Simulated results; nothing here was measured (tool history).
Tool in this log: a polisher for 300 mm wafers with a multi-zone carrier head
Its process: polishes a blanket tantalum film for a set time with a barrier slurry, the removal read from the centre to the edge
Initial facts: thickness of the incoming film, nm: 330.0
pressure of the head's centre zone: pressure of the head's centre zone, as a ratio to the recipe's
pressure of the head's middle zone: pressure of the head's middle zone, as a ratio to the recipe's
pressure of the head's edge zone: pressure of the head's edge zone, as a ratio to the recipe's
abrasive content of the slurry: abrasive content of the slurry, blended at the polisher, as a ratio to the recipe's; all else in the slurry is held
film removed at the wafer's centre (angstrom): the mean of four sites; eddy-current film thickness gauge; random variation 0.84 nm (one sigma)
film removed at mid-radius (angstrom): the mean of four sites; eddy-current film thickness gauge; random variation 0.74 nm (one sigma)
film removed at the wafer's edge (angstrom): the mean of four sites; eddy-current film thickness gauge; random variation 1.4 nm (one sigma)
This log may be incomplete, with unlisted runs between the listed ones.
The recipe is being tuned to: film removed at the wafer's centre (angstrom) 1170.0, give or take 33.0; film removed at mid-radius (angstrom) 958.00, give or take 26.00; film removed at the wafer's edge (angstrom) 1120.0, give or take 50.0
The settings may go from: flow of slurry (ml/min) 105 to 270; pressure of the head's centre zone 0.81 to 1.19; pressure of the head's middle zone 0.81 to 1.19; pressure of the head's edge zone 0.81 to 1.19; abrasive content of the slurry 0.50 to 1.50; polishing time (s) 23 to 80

run	day	flow of slurry (ml/min)	pressure of the head's centre zone	pressure of the head's middle zone	pressure of the head's edge zone	abrasive content of the slurry	polishing time (s)	film removed at the wafer's centre (angstrom)	film removed at mid-radius (angstrom)	film removed at the wafer's edge (angstrom)
1	0.000	175	1.00	1.00	1.00	1.00	51	1097.3	1117.90	1138.3
2	0.225	175	1.00	1.00	1.03	1.00	51	1101.4	1104.80	1156.3
3	0.304	215	1.00	1.00	1.03	1.00	51	1146.9	1137.20	1179.7
4	0.546	210	1.02	0.97	1.02	1.00	51	1147.9	1097.90	1176.3
5	0.792	245	1.02	0.97	1.02	1.00	51	1167.4	1130.80	1155.3
6	0.846	235	1.04	0.94	1.01	1.00	51	1198.8	1090.40	1198.0
7	1.204	230	1.05	0.92	0.99	0.95	51	1183.0	1062.70	1129.7
8	1.350	225	1.05	0.90	0.99	0.95	51	1195.3	1028.10	1131.9
9	1.654	220	1.05	0.89	0.99	0.95	51	1199.1	1032.60	1120.1
10	1.783	215	1.05	0.88	1.00	0.95	51	1188.6	998.13	1132.3

5 next moves are on the table. One of them brings every result within its allowed miss. Which?
A	1.912	225	1.04	0.88	0.95	0.85	53	?	?	?
B	1.912	245	1.12	0.89	0.94	0.75	56	?	?	?
C	1.912	195	1.08	0.88	1.04	1.00	49	?	?	?
D	1.912	235	0.95	0.83	0.93	1.20	52	?	?	?
E	1.912	220	1.04	0.84	1.09	1.00	53	?	?	?

move	film removed at the wafer's centre (angstrom)	film removed at mid-radius (angstrom)	film removed at the wafer's edge (angstrom)
A	1160.7	1006.30	1136.3
B	1269.5	1029.40	1143.3
C	1157.8	968.01	1147.4
D	1169.0	1058.40	1240.2
E	1225.5	1022.90	1285.1
A: the biggest miss grows against the last run
B: the biggest miss grows against the last run
C: all results in spec
D: the biggest miss grows against the last run
E: the biggest miss grows against the last run
The right move is C.
